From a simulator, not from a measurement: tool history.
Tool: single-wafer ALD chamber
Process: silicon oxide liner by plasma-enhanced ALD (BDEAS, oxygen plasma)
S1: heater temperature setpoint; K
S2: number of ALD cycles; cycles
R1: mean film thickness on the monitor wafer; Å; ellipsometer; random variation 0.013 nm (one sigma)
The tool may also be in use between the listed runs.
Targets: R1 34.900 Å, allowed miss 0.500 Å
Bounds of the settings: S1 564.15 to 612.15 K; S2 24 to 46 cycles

run,hour,S1,S2,R1
1,0.0,588.15,35,28.898
2,2.8,587.15,37,30.653
3,3.6,577.15,37,31.236
4,9.3,586.15,37,30.654
5,14.4,577.15,37,31.186
6,22.4,576.15,38,32.076
7,27.3,575.15,39,32.745
8,28.8,575.15,42,35.553
9,33.2,576.15,42,35.481

Which of these 4 next moves meets every target?
A,37.6,579.15,44,?
B,37.6,587.15,44,?
C,37.6,572.15,41,?
D,37.6,573.15,43,?

move,R1
A,36.900
B,36.426
C,35.023
D,36.580
A: further off than the last run
B: further off than the last run
C: meets every target
D: further off than the last run
Answer: C
